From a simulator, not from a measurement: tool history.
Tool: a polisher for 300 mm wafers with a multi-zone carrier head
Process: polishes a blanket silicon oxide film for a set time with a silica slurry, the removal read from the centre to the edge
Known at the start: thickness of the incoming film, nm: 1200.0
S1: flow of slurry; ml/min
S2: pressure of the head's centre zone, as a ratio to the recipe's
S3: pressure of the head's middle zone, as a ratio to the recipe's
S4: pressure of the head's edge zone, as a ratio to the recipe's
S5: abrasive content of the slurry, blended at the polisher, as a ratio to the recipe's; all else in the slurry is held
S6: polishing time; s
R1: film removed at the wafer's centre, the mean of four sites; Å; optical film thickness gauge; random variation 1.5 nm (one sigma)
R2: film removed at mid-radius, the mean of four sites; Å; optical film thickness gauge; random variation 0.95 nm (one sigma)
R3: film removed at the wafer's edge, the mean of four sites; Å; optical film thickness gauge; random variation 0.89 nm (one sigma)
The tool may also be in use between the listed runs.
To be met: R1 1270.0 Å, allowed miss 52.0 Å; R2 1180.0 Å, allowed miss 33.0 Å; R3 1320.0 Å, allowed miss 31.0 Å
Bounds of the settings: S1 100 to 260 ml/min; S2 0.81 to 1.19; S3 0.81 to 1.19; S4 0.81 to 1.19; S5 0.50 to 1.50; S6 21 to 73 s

run  hour   S1    S2    S3    S4    S5  S6      R1      R2      R3
  1   0.0  165  1.00  1.00  1.00  1.00  47  1078.4  1076.5  1077.8
  2   6.0  165  1.03  1.00  1.00  1.00  47  1088.6  1089.6  1092.2
  3   6.9  165  1.03  1.00  0.95  1.00  47  1100.7  1085.5  1072.1
  4  14.1  175  1.03  0.98  1.01  1.05  47  1131.2  1111.1  1138.8
  5  19.5  175  1.03  0.90  1.01  1.05  47  1155.5  1048.6  1141.8
  6  26.9  135  1.03  0.90  1.01  1.05  47  1112.6  1006.8  1108.8
  7  34.1  155  1.04  0.91  1.06  1.05  47  1122.6  1040.8  1154.3
  8  39.5  175  1.06  0.92  1.09  1.05  47  1156.7  1062.0  1170.0
  9  45.7  185  1.06  0.92  1.11  1.10  47  1212.3  1099.0  1238.7
 10  52.2  195  1.06  0.93  1.12  1.10  47  1174.5  1114.2  1265.1
 11  54.0  205  1.07  0.94  1.12  1.10  47  1223.4  1109.2  1252.2

5 next moves are on the table. One of them brings every result within its allowed miss. Which?
  A  55.8  230  1.06  1.03  1.11  1.00  52   ?   ?   ?
  B  55.8  165  0.94  1.02  1.15  1.15  49   ?   ?   ?
  C  55.8  160  1.01  1.09  1.15  1.10  48   ?   ?   ?
  D  55.8  190  1.03  0.93  1.14  1.15  45   ?   ?   ?
  E  55.8  215  1.06  0.97  1.17  1.25  45   ?   ?   ?

move      R1      R2      R3
   A  1292.7  1280.6  1305.3
   B  1161.1  1244.5  1314.8
   C  1160.6  1246.0  1253.1
   D  1156.2  1087.0  1219.3
   E  1249.8  1185.7  1301.7
A: brings the result that was furthest off to its target, and leaves another outside
B: brings the result that was furthest off to its target, and leaves another outside
C: as far off as the last run
D: further off than the last run
E: meets every target
Answer: E

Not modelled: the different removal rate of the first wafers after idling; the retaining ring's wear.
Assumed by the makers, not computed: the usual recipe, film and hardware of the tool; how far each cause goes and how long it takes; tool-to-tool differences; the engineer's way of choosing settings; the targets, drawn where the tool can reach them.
